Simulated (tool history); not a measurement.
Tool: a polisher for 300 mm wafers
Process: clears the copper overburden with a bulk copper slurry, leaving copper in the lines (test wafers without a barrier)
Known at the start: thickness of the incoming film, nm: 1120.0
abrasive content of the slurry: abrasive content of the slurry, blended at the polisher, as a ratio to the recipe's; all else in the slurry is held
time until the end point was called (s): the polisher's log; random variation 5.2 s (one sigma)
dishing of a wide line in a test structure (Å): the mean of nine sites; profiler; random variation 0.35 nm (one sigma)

run,hour,flow of slurry (ml/min),pressure of the wafer on the pad (psi),speed of the pad under the wafer (m/s),abrasive content of the slurry,overpolish time after the end point (s),time until the end point was called (s),dishing of a wide line in a test structure (Å)
1,0,265,2.1,1.3,1,9,166.83,452.78
2,7.4,265,2.1,1.3,0.9,9,168.13,439.22
3,15.6,265,1.9,1.3,0.9,9,188.41,403.29
4,23.9,265,1.9,1.3,0.9,11,182.16,468.33
5,32.6,265,1.7,1.3,0.9,11,202.5,434.3
6,34,265,1.9,1.3,0.9,11,181.41,466.39
7,37.9,265,1.8,1.3,0.9,11,198.5,447.12
8,38.8,265,1.8,1.3,0.9,11,199.17,448.25

Run 9 comes next. What will it give?
9,40,265,1.7,1.3,0.9,11,?,?

{"run 9": {"time until the end point was called (s)": 207.12, "dishing of a wide line in a test structure (Å)": 429.3}}
